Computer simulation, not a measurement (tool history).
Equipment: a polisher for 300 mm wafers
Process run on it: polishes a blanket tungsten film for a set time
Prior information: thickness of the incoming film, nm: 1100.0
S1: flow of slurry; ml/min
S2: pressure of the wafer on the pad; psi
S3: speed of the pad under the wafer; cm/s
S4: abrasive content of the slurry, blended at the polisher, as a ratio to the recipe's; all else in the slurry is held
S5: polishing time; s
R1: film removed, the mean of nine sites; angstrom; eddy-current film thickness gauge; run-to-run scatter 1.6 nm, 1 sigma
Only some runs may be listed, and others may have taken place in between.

| run | hour | S1 | S2 | S3 | S4 | S5 | R1 |
|---|---|---|---|---|---|---|---|
| 1 | 0 | 215 | 4 | 98 | 1 | 69 | 3190.8 |
| 2 | 4.6 | 165 | 4 | 98 | 1 | 69 | 3041.6 |
| 3 | 8.4 | 135 | 4 | 98 | 1 | 69 | 2917.6 |
| 4 | 16.6 | 135 | 4 | 88 | 1 | 69 | 2629 |
| 5 | 24.6 | 135 | 4 | 70 | 1 | 69 | 2115.3 |
| 6 | 27.4 | 135 | 3.8 | 70 | 1 | 69 | 2035.7 |
| 7 | 35 | 135 | 3.6 | 70 | 1 | 69 | 1912.2 |
| 8 | 39.9 | 135 | 3.6 | 70 | 1 | 69 | 1956 |
| 9 | 44.5 | 135 | 3.4 | 70 | 1 | 69 | 1852.9 |
| 10 | 49.4 | 135 | 3.4 | 70 | 1 | 69 | 1874.7 |
| 11 | 54.1 | 135 | 3.4 | 70 | 1 | 69 | 1839.8 |
| 12 | 61.6 | 135 | 3.3 | 70 | 1 | 69 | 1840.8 |
| 13 | 69.1 | 135 | 3.2 | 70 | 1 | 69 | 1800.4 |

For run 14, what comes out?
| 14 | 74.3 | 135 | 3.1 | 70 | 1 | 69 | ? |

Run 14 yielded R1 1770.2 angstrom.
